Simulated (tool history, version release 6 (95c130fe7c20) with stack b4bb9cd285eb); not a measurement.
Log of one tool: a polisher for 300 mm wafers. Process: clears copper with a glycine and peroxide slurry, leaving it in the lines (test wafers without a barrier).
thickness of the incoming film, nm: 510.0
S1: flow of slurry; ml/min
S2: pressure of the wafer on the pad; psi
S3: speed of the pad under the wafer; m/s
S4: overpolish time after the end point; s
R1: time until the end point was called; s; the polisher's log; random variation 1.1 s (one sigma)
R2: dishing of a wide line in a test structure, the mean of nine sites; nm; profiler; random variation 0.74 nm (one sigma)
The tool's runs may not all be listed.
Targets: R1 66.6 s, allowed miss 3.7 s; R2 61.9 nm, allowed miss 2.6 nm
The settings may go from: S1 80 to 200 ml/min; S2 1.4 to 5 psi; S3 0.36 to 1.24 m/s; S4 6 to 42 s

run,hour,S1,S2,S3,S4,R1,R2
1,0,130,3.2,0.8,21,102.73,65.615
2,6.5,110,3.2,0.8,21,104.65,64.634
3,12.3,110,3.2,0.8,29,102.35,81.078
4,20.5,110,3.5,0.8,29,98.208,86.119
5,26.1,110,3.7,0.82,26,91.998,83.25
6,32,110,3.8,0.84,23,88.665,78.543
7,40.7,115,3.9,0.86,21,84.363,73.987
8,49.5,115,4,0.86,20,82.415,72.821
9,50.8,115,4.1,0.86,19,80.203,71.556
10,54.4,115,4.2,0.86,18,81.955,70.943
11,56.2,120,4.3,0.88,17,78.737,69.203
12,56.9,120,4.4,0.88,16,76.527,65.91
13,61.6,120,4.5,0.88,15,75.415,64.945
14,64,120,4.6,0.88,15,71.333,65.145
15,67.7,120,4.7,0.88,15,73.271,65.621

4 next moves are on the table. One of them brings every result within its allowed miss. Which?
A,71.4,100,4.3,0.9,15,?,?
B,71.4,85,5,0.96,13,?,?
C,71.4,125,5,1.06,13,?,?
D,71.4,130,4.2,0.86,15,?,?

move,R1,R2
A,78.799,61.296
B,68.614,61.36
C,59.397,69.001
D,79.679,60.726
A: further off than the last run
B: meets every target
C: takes the result that was furthest off past its target
D: further off than the last run
The right move is B.

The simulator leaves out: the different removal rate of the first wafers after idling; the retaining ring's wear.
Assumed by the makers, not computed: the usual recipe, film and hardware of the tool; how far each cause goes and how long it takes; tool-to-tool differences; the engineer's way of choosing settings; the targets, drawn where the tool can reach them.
